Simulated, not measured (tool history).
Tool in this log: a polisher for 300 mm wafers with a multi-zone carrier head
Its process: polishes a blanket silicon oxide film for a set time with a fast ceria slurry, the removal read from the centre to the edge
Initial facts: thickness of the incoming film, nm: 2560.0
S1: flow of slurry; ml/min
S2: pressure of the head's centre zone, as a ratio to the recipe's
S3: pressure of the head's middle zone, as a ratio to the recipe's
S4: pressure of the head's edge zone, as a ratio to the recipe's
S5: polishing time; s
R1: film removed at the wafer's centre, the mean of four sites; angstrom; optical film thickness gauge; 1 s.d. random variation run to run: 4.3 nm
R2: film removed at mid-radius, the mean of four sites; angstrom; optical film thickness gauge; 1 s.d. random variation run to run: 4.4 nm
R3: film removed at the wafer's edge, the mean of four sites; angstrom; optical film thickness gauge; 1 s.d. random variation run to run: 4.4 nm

run,hour,S1,S2,S3,S4,S5,R1,R2,R3
1,0.0,210,1.00,1.00,1.00,57,6116.1,6196.9,6408.5
2,4.4,210,1.00,1.00,0.95,57,6063.8,6261.4,6114.3
3,6.0,200,0.97,0.96,0.93,51,5406.9,5419.2,5394.3
4,11.8,200,0.89,0.96,0.93,51,5123.7,5367.1,5372.0
5,16.4,200,0.89,0.96,1.01,51,5028.1,5314.0,5563.0
6,20.2,200,0.84,0.96,1.01,51,4874.9,5354.4,5494.3
7,22.3,190,0.83,0.94,0.99,47,4431.9,4889.5,5107.8
8,28.7,190,0.83,0.91,0.96,44,4075.7,4348.9,4662.1

Forecast run 9:
9,30.5,190,0.83,0.89,0.92,43,?,?,?

Run 9 measured R1 4013.0 angstrom, R2 4157.5 angstrom, R3 4487.2 angstrom.
